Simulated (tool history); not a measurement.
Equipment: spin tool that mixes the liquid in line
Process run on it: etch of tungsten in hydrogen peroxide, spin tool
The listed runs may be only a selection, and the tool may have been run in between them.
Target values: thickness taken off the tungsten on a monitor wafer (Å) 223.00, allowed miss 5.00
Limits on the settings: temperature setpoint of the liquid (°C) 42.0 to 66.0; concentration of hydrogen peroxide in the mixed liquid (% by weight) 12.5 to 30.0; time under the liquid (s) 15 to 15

run  hour  temperature setpoint of the liquid (°C)  concentration of hydrogen peroxide in the mixed liquid (% by weight)  time under the liquid (s)  thickness taken off the tungsten on a monitor wafer (Å)
  1   0.0                                     58.0                                                                  24.5                         15                                                   418.99
  2   5.9                                     58.0                                                                  27.5                         15                                                   445.53
  3   8.0                                     51.0                                                                  27.5                         15                                                   292.74
  4  12.5                                     50.5                                                                  27.5                         15                                                   283.09
  5  13.3                                     50.5                                                                  27.5                         15                                                   280.74
  6  14.6                                     50.0                                                                  27.5                         15                                                   275.25
  7  15.6                                     50.0                                                                  27.5                         15                                                   272.15
  8  24.6                                     46.0                                                                  27.5                         15                                                   215.25

Exercise: of the 5 proposed moves below, exactly one satisfies all targets within the stated allowed misses. Which move is it?
  A  33.6                                     47.0                                                                  29.0                         15                                                        ?
  B  33.6                                     45.0                                                                  28.5                         15                                                        ?
  C  33.6                                     46.5                                                                  24.5                         15                                                        ?
  D  33.6                                     47.0                                                                  26.5                         15                                                        ?
  E  33.6                                     45.5                                                                  27.5                         15                                                        ?

move  thickness taken off the tungsten on a monitor wafer (Å)
   A                                                   230.89
   B                                                   201.65
   C                                                   205.63
   D                                                   220.71
   E                                                   204.48
A: pushes the last run's worst result past its target
B: moves away from the targets compared with the last run
C: moves away from the targets compared with the last run
D: meets every target
E: moves away from the targets compared with the last run
Go with D: it meets all targets.
